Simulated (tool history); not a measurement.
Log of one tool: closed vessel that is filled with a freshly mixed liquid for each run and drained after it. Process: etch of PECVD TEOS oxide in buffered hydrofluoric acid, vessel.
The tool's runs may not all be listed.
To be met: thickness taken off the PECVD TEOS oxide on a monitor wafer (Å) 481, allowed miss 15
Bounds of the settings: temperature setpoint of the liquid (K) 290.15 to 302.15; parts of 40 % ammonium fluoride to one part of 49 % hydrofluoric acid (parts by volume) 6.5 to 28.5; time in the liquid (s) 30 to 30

run,hour,temperature setpoint of the liquid (K),parts of 40 % ammonium fluoride to one part of 49 % hydrofluoric acid (parts by volume),time in the liquid (s),thickness taken off the PECVD TEOS oxide on a monitor wafer (Å)
1,0,294.15,17.5,30,169.08
2,1.7,297.65,17.5,30,205.57
3,8,299.15,14,30,278.7
4,10.7,299.15,11,30,354.62
5,19.8,295.65,11,30,291.35
6,21.5,295.65,8,30,378.9
7,26.4,297.15,8,30,413.12
8,34.5,298.15,8,30,439.56

Which of these 5 next moves meets every target?
A,42.6,299.65,8.5,30,?
B,42.6,297.15,6.5,30,?
C,42.6,298.65,7.5,30,?
D,42.6,298.65,7,30,?
E,42.6,298.65,8,30,?

move,thickness taken off the PECVD TEOS oxide on a monitor wafer (Å)
A,453.08
B,524.27
C,487.25
D,524.98
E,454.34
A: nearer than the last run, and not there yet
B: takes the result that was furthest off past its target
C: meets every target
D: takes the result that was furthest off past its target
E: nearer than the last run, and not there yet
The right move is C.

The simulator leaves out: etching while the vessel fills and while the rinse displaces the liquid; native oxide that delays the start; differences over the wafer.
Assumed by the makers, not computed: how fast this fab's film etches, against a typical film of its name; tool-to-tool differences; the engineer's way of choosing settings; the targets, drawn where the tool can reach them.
